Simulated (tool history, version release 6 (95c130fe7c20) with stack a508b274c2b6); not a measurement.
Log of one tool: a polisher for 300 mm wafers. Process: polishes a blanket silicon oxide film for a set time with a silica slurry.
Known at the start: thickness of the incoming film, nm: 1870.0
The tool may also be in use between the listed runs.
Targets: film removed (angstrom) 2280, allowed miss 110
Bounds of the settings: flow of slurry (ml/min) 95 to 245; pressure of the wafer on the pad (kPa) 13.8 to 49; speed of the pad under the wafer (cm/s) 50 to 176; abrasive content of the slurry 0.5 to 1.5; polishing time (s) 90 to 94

| run | hour | flow of slurry (ml/min) | pressure of the wafer on the pad (kPa) | speed of the pad under the wafer (cm/s) | abrasive content of the slurry | polishing time (s) | film removed (angstrom) |
|---|---|---|---|---|---|---|---|
| 1 | 0 | 155 | 31 | 112 | 1 | 90 | 3462.1 |
| 2 | 4.8 | 170 | 31 | 112 | 1 | 90 | 3374.4 |
| 3 | 6.6 | 170 | 31 | 112 | 1.2 | 90 | 3715.5 |
| 4 | 12.1 | 195 | 31 | 112 | 1.2 | 90 | 3832.9 |
| 5 | 13.8 | 180 | 31 | 112 | 1.2 | 90 | 3826.7 |
| 6 | 18 | 180 | 28.3 | 110 | 1.2 | 90 | 3460.5 |
| 7 | 20.4 | 180 | 25.5 | 108 | 1.2 | 90 | 3046.6 |
| 8 | 25.2 | 180 | 25.5 | 108 | 1.2 | 90 | 3002.6 |
| 9 | 26.9 | 180 | 24.1 | 108 | 1.2 | 90 | 2947.7 |
| 10 | 34.1 | 180 | 22.8 | 108 | 1.2 | 90 | 2840.7 |
| 11 | 35.8 | 180 | 22.8 | 108 | 1.2 | 90 | 2891.6 |
| 12 | 37 | 180 | 21.4 | 108 | 1.2 | 90 | 2723.7 |
| 13 | 42.2 | 180 | 20 | 108 | 1.2 | 90 | 2496.8 |
| 14 | 46.6 | 180 | 19.3 | 108 | 1.2 | 90 | 2454 |

5 next moves are on the table. One of them brings every result within its allowed miss. Which?
| A | 51 | 180 | 20.7 | 122 | 1.05 | 90 | ? |
| B | 51 | 180 | 19.3 | 102 | 1.15 | 90 | ? |
| C | 51 | 205 | 21.4 | 104 | 1.15 | 94 | ? |
| D | 51 | 185 | 20.7 | 114 | 1.35 | 90 | ? |
| E | 51 | 175 | 22.8 | 102 | 1.35 | 90 | ? |

| move | film removed (angstrom) |
|---|---|
| A | 2769.5 |
| B | 2359.8 |
| C | 2776.7 |
| D | 2929.7 |
| E | 2879.2 |
A: further off than the last run
B: meets every target
C: further off than the last run
D: further off than the last run
E: further off than the last run
The right move is B.
